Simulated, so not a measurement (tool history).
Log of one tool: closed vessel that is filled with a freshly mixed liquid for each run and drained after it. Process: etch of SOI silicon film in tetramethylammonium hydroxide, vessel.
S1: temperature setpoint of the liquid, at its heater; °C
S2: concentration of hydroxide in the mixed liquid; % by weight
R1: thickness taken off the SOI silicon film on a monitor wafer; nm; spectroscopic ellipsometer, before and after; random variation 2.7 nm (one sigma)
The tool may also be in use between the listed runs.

Run 1, hour 0: S1 65 °C, S2 10 % by weight, time in the liquid (s) 90. Result: R1 472.09 nm.
Run 2, hour 8.6: S1 63.5 °C, S2 10 % by weight, time in the liquid (s) 90. Result: R1 426.28 nm.
Run 3, hour 14.8: S1 62.5 °C, S2 10 % by weight, time in the liquid (s) 90. Result: R1 401.84 nm.
Run 4, hour 21.9: S1 62 °C, S2 10 % by weight, time in the liquid (s) 90. Result: R1 389.46 nm.
Run 5, hour 23.9: S1 56.5 °C, S2 10 % by weight, time in the liquid (s) 90. Result: R1 278.74 nm.
Run 6, hour 29.7: S1 56.5 °C, S2 12 % by weight, time in the liquid (s) 90. Result: R1 260.08 nm.
Run 7, hour 33.2: S1 58 °C, S2 12 % by weight, time in the liquid (s) 90. Result: R1 285.3 nm.

Forecast run 8:
Run 8, hour 35.9: S1 59 °C, S2 12 % by weight, time in the liquid (s) 90. Result: R1 ?.

{"run 8": {"R1": 300.94}}

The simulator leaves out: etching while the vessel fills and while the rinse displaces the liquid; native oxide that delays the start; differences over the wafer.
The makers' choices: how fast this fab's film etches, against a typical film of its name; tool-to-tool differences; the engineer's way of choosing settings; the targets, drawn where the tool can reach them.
